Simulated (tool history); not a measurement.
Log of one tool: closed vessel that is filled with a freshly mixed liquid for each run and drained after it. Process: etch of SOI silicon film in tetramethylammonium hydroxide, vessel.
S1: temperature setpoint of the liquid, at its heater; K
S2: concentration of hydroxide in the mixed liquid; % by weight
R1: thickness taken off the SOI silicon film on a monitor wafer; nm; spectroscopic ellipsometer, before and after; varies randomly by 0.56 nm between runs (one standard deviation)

{"run": 1, "day": 0.0, "S1": 336.15, "S2": 13.5, "time in the liquid (s)": 35, "R1": 155.25}
{"run": 2, "day": 0.05, "S1": 334.15, "S2": 13.5, "time in the liquid (s)": 35, "R1": 138.52}
{"run": 3, "day": 0.379, "S1": 332.65, "S2": 13.5, "time in the liquid (s)": 35, "R1": 126.15}
{"run": 4, "day": 0.662, "S1": 331.65, "S2": 13.5, "time in the liquid (s)": 35, "R1": 119.11}
{"run": 5, "day": 0.75, "S1": 331.65, "S2": 15.0, "time in the liquid (s)": 35, "R1": 112.91}
{"run": 6, "day": 1.133, "S1": 330.65, "S2": 15.0, "time in the liquid (s)": 35, "R1": 106.72}

What does the tool deliver on the next run?
{"run": 7, "day": 1.329, "S1": 330.15, "S2": 15.0, "time in the liquid (s)": 35, "R1": "?"}

{"run 7": {"R1": 101.39}}
